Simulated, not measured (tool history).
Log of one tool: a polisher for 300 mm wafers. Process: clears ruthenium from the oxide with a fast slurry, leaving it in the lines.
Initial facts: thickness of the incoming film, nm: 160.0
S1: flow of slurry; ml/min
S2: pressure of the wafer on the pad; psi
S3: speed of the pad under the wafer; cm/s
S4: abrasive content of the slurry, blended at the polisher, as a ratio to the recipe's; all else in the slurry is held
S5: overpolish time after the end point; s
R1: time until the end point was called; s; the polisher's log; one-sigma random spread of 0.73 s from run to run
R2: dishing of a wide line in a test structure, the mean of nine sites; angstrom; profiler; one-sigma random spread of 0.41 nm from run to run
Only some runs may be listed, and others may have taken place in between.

run  hour   S1   S2   S3   S4  S5      R1      R2
  1   0.0  140  2.0  106  1.0  16  45.372  395.56
  2   2.2  140  1.6  106  1.0  16  56.863  329.77
  3   3.5  140  1.6   80  1.0  16  70.835  270.20
  4  10.8  135  1.6   80  1.0  17  70.895  287.95
  5  18.2  130  1.6   80  1.0  17  71.830  273.17
  6  25.9  130  1.6   60  1.0  17  91.315  227.51
  7  31.2  140  1.6   60  1.0  18  89.939  247.58
  8  40.1  145  1.6   60  1.0  18  89.067  250.55
  9  41.4  150  1.6   60  1.0  18  88.269  246.33

What will run 10 give?
 10  48.8  155  1.7  60  1.0  19   ?   ?

{"run 10": {"R1": 82.372, "R2": 272.6}}

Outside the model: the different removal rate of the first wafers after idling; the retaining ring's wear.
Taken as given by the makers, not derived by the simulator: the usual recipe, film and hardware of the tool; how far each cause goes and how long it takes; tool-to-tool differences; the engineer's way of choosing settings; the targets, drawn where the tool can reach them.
